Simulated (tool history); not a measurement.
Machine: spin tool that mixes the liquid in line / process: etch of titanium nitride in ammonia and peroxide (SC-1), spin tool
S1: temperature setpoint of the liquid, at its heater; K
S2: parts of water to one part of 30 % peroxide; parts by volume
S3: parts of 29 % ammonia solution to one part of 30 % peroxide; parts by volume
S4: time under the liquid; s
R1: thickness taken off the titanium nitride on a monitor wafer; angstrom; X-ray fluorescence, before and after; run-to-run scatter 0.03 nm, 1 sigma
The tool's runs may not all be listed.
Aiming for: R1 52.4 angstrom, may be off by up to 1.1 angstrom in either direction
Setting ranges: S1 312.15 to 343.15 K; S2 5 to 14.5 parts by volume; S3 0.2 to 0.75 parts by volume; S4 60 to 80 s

run 1 hour=0 | S1=328.15 S2=8 S3=0.45 S4=80 | R1=84.796
run 2 hour=7.1 | S1=326.65 S2=8 S3=0.45 S4=80 | R1=75.785
run 3 hour=11.7 | S1=325.65 S2=8 S3=0.45 S4=80 | R1=70.76
run 4 hour=12.7 | S1=325.65 S2=8 S3=0.45 S4=80 | R1=71.335
run 5 hour=16.4 | S1=324.65 S2=8 S3=0.45 S4=80 | R1=66.132
run 6 hour=18.1 | S1=324.65 S2=8 S3=0.55 S4=80 | R1=68.456
run 7 hour=19.7 | S1=324.65 S2=8 S3=0.55 S4=80 | R1=68.824
run 8 hour=22.3 | S1=323.65 S2=8 S3=0.55 S4=80 | R1=64.192
run 9 hour=23.9 | S1=320.15 S2=8 S3=0.55 S4=80 | R1=49.637

Which of these 5 next moves meets every target?
run A hour=25.5 | S1=322.65 S2=8.5 S3=0.65 S4=70 | R1=?
run B hour=25.5 | S1=321.15 S2=9 S3=0.55 S4=80 | R1=?
run C hour=25.5 | S1=322.65 S2=9.5 S3=0.55 S4=80 | R1=?
run D hour=25.5 | S1=320.15 S2=6.5 S3=0.55 S4=80 | R1=?
run E hour=25.5 | S1=326.15 S2=9.5 S3=0.75 S4=60 | R1=?

move=A R1=52.194
move=B R1=50.652
move=C R1=54.823
move=D R1=55.447
move=E R1=55.331
A: each result inside its tolerance
B: better than the last run, though not everything is in spec
C: carries the result that was furthest off beyond its target, to the other side
D: carries the result that was furthest off beyond its target, to the other side
E: carries the result that was furthest off beyond its target, to the other side
A meets every target.
